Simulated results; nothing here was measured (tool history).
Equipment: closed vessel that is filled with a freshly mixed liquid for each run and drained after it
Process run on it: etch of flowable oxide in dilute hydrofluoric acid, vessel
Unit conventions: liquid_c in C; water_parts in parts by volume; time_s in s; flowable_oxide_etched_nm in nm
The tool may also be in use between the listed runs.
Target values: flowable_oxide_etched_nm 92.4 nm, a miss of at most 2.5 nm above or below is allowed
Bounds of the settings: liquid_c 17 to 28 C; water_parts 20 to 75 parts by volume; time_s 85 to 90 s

{"run": 1, "hour": 0.0, "liquid_c": 20, "water_parts": 45, "time_s": 85, "flowable_oxide_etched_nm": 74.024}
{"run": 2, "hour": 6.9, "liquid_c": 20.5, "water_parts": 45, "time_s": 85, "flowable_oxide_etched_nm": 76.022}
{"run": 3, "hour": 13.8, "liquid_c": 20.5, "water_parts": 45, "time_s": 85, "flowable_oxide_etched_nm": 75.652}
{"run": 4, "hour": 16.7, "liquid_c": 22, "water_parts": 45, "time_s": 85, "flowable_oxide_etched_nm": 81.154}
{"hour": 23.5, "done": "thermometer replaced"}
{"run": 5, "hour": 23.5, "liquid_c": 22, "water_parts": 40, "time_s": 85, "flowable_oxide_etched_nm": 98.845}
{"run": 6, "hour": 26.8, "liquid_c": 22, "water_parts": 25, "time_s": 85, "flowable_oxide_etched_nm": 162.07}
{"run": 7, "hour": 30.1, "liquid_c": 21.5, "water_parts": 25, "time_s": 85, "flowable_oxide_etched_nm": 159.65}
{"run": 8, "hour": 36.1, "liquid_c": 21, "water_parts": 25, "time_s": 85, "flowable_oxide_etched_nm": 156.93}
{"run": 9, "hour": 36.8, "liquid_c": 20.5, "water_parts": 25, "time_s": 85, "flowable_oxide_etched_nm": 151.76}
{"run": 10, "hour": 44.7, "liquid_c": 20, "water_parts": 25, "time_s": 85, "flowable_oxide_etched_nm": 147.09}
{"run": 11, "hour": 48.6, "liquid_c": 19.5, "water_parts": 25, "time_s": 85, "flowable_oxide_etched_nm": 147.54}
{"run": 12, "hour": 56.6, "liquid_c": 19, "water_parts": 25, "time_s": 85, "flowable_oxide_etched_nm": 142.29}
{"run": 13, "hour": 64.5, "liquid_c": 18, "water_parts": 30, "time_s": 85, "flowable_oxide_etched_nm": 114.22}

Consider the 4 candidate settings below. Which is the only one whose results all fall within their allowed miss of target?
{"run": "A", "hour": 72.4, "liquid_c": 17, "water_parts": 25, "time_s": 90, "flowable_oxide_etched_nm": "?"}
{"run": "B", "hour": 72.4, "liquid_c": 17, "water_parts": 30, "time_s": 85, "flowable_oxide_etched_nm": "?"}
{"run": "C", "hour": 72.4, "liquid_c": 18, "water_parts": 25, "time_s": 85, "flowable_oxide_etched_nm": "?"}
{"run": "D", "hour": 72.4, "liquid_c": 20, "water_parts": 40, "time_s": 85, "flowable_oxide_etched_nm": "?"}

move=A flowable_oxide_etched_nm=138.08
move=B flowable_oxide_etched_nm=108.08
move=C flowable_oxide_etched_nm=136.29
move=D flowable_oxide_etched_nm=91.27
A: the biggest miss grows against the last run
B: closer than the last run, but not yet in spec
C: the biggest miss grows against the last run
D: in spec on every target
Correct choice: D, which meets every target
